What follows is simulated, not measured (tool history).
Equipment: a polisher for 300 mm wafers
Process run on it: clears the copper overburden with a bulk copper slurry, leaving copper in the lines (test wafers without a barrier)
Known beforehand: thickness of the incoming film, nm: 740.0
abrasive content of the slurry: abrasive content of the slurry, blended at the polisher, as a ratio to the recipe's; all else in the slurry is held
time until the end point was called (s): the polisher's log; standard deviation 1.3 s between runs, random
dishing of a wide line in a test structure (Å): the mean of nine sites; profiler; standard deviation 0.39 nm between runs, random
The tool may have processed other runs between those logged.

| run | hour | flow of slurry (ml/min) | pressure of the wafer on the pad (psi) | speed of the pad under the wafer (cm/s) | abrasive content of the slurry | overpolish time after the end point (s) | time until the end point was called (s) | dishing of a wide line in a test structure (Å) |
|---|---|---|---|---|---|---|---|---|
| 1 | 0.0 | 215 | 1.8 | 114 | 1.00 | 16 | 145.31 | 435.58 |
| 2 | 1.3 | 215 | 1.8 | 128 | 1.00 | 16 | 133.81 | 467.17 |
| 3 | 8.7 | 240 | 1.7 | 132 | 1.10 | 14 | 135.60 | 418.89 |
| 4 | 17.1 | 240 | 1.7 | 112 | 1.10 | 14 | 151.59 | 381.54 |
| 5 | 18.4 | 260 | 1.7 | 116 | 1.20 | 12 | 144.73 | 356.07 |
| 6 | 26.1 | 260 | 1.7 | 116 | 1.30 | 12 | 143.48 | 357.25 |
| 7 | 30.4 | 275 | 1.7 | 120 | 1.35 | 11 | 139.42 | 336.96 |
| 8 | 34.0 | 290 | 1.7 | 130 | 1.40 | 10 | 126.50 | 351.47 |
| 9 | 41.4 | 300 | 1.7 | 132 | 1.40 | 9 | 126.85 | 323.58 |

Estimate the outcome of run 10 from the log above:
| 10 | 43.4 | 305 | 1.6 | 142 | 1.40 | 8 | ? | ? |

time until the end point was called (s): 127.62
dishing of a wide line in a test structure (Å): 289.80
